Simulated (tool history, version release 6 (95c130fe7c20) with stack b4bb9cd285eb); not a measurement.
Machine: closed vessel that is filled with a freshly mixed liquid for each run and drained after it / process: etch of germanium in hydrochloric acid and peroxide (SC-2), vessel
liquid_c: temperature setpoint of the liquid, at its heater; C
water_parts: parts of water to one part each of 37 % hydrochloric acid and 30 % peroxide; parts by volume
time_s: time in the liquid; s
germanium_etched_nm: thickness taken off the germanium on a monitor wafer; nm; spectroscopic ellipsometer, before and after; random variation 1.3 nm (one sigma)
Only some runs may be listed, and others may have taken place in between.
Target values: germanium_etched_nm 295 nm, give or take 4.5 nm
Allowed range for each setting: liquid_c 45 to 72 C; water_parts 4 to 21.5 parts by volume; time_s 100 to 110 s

| run | hour | liquid_c | water_parts | time_s | germanium_etched_nm |
|---|---|---|---|---|---|
| 1 | 0 | 61 | 12 | 100 | 241.46 |
| 2 | 6.8 | 62 | 12 | 100 | 251 |
| 3 | 11 | 62 | 12 | 100 | 248.32 |
| 4 | 15.5 | 62.5 | 12 | 100 | 252.93 |
| 5 | 19.3 | 62.5 | 8.5 | 100 | 262.93 |
| 6 | 23.8 | 62.5 | 7 | 100 | 265.67 |
| 7 | 27.6 | 63 | 7 | 100 | 268.46 |
| 8 | 31.5 | 63.5 | 7 | 100 | 275.43 |
| 9 | 37.3 | 65 | 7 | 100 | 286.57 |

Exactly one of the 4 candidate moves below puts every result within its allowed miss. Which one?
| A | 43.1 | 66 | 9 | 105 | ? |
| B | 43.1 | 64 | 7.5 | 100 | ? |
| C | 43.1 | 63 | 7.5 | 110 | ? |
| D | 43.1 | 66.5 | 12.5 | 100 | ? |

| move | germanium_etched_nm |
|---|---|
| A | 305.67 |
| B | 279.41 |
| C | 298.54 |
| D | 283.22 |
A: carries the result that was furthest off beyond its target, to the other side
B: further off than the last run
C: every result within its allowed miss
D: further off than the last run
C meets every target.
